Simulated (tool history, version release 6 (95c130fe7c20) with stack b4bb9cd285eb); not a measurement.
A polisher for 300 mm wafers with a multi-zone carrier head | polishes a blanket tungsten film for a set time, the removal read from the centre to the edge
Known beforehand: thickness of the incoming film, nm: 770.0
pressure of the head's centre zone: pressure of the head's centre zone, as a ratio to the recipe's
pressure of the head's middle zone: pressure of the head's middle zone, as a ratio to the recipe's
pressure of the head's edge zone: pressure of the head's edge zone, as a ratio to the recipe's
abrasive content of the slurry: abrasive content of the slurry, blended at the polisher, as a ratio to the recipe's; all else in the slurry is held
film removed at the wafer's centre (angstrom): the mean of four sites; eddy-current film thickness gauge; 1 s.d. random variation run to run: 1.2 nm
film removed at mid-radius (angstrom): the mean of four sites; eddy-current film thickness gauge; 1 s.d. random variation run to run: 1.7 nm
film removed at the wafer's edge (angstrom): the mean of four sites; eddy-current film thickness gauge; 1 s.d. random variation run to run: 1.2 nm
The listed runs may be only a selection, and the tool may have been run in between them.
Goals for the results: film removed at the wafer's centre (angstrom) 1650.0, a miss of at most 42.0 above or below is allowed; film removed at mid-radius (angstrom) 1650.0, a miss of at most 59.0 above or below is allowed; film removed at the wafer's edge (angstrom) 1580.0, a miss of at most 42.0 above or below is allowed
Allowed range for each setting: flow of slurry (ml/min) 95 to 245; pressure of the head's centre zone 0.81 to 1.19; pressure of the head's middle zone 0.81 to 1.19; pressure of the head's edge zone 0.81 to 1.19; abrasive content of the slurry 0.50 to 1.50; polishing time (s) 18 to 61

run  hour  flow of slurry (ml/min)  pressure of the head's centre zone  pressure of the head's middle zone  pressure of the head's edge zone  abrasive content of the slurry  polishing time (s)  film removed at the wafer's centre (angstrom)  film removed at mid-radius (angstrom)  film removed at the wafer's edge (angstrom)
  1   0.0                      155                                1.00                                1.00                              1.00                            1.00                  39                                         1960.0                                 2009.9                                       2017.9
  2   6.3                      150                                1.00                                1.00                              0.98                            0.95                  39                                         1945.3                                 1933.3                                       1957.8
  3  14.7                      145                                0.99                                1.01                              0.96                            0.90                  39                                         1892.3                                 1965.2                                       1899.2
  4  23.3                      145                                0.96                                1.01                              0.96                            0.90                  39                                         1835.4                                 1936.2                                       1908.1
  5  25.3                      140                                0.96                                1.01                              0.95                            0.85                  39                                         1812.3                                 1888.2                                       1884.3
  6  28.7                      140                                0.96                                1.01                              0.95                            0.85                  31                                         1427.0                                 1504.7                                       1489.1
  7  33.3                      145                                0.97                                1.01                              0.95                            0.85                  31                                         1441.4                                 1539.3                                       1505.3
  8  41.0                      150                                0.98                                1.01                              0.95                            0.85                  31                                         1474.0                                 1557.5                                       1492.4
  9  48.1                      155                                0.99                                1.01                              0.95                            0.85                  31                                         1504.4                                 1549.5                                       1515.8
 10  56.4                      160                                0.99                                1.01                              0.95                            0.85                  31                                         1527.0                                 1547.5                                       1520.8
 11  62.6                      165                                0.99                                1.01                              0.95                            0.85                  31                                         1531.2                                 1571.2                                       1533.3
 12  67.4                      170                                0.99                                1.01                              0.95                            0.85                  31                                         1550.5                                 1592.7                                       1526.0
 13  73.2                      175                                0.99                                1.01                              0.95                            0.85                  31                                         1550.1                                 1581.1                                       1547.0
 14  76.9                      180                                0.99                                1.01                              0.95                            0.85                  31                                         1550.3                                 1585.3                                       1569.1

Which of these 4 next moves meets every target?
  A  80.6                      220                                0.95                                0.86                              1.03                            0.80                  32                                              ?                                      ?                                            ?
  B  80.6                      195                                0.89                                0.87                              0.94                            0.80                  34                                              ?                                      ?                                            ?
  C  80.6                      190                                0.97                                0.95                              0.83                            0.75                  34                                              ?                                      ?                                            ?
  D  80.6                      190                                0.92                                0.97                              0.99                            0.85                  33                                              ?                                      ?                                            ?

move  film removed at the wafer's centre (angstrom)  film removed at mid-radius (angstrom)  film removed at the wafer's edge (angstrom)
   A                                         1572.2                                 1514.2                                       1674.9
   B                                         1534.1                                 1596.6                                       1680.9
   C                                         1652.6                                 1696.4                                       1569.1
   D                                         1545.5                                 1702.5                                       1677.9
A: roughly where the last run was
B: the biggest miss grows against the last run
C: all results in spec
D: roughly where the last run was
The right move is C.
